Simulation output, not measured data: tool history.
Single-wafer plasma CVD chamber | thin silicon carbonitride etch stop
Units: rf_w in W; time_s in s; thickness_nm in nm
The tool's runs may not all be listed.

run 1 hour=0.0 | rf_w=185 time_s=11.4 | thickness_nm=6.2390
run 2 hour=6.9 | rf_w=180 time_s=11.2 | thickness_nm=6.0511
run 3 hour=15.5 | rf_w=160 time_s=11.2 | thickness_nm=5.8345
run 4 hour=18.6 | rf_w=160 time_s=9.8 | thickness_nm=5.1232
-- hour=23.7 thermocouple changed; heater temperature recalibrated
run 5 hour=23.7 | rf_w=160 time_s=10.9 | thickness_nm=5.6583
run 6 hour=30.6 | rf_w=160 time_s=9.6 | thickness_nm=4.9920

The next listed run, before its measurement:
run 7 hour=34.9 | rf_w=165 time_s=9.7 | thickness_nm=?

{"run 7": {"thickness_nm": 5.1131}}
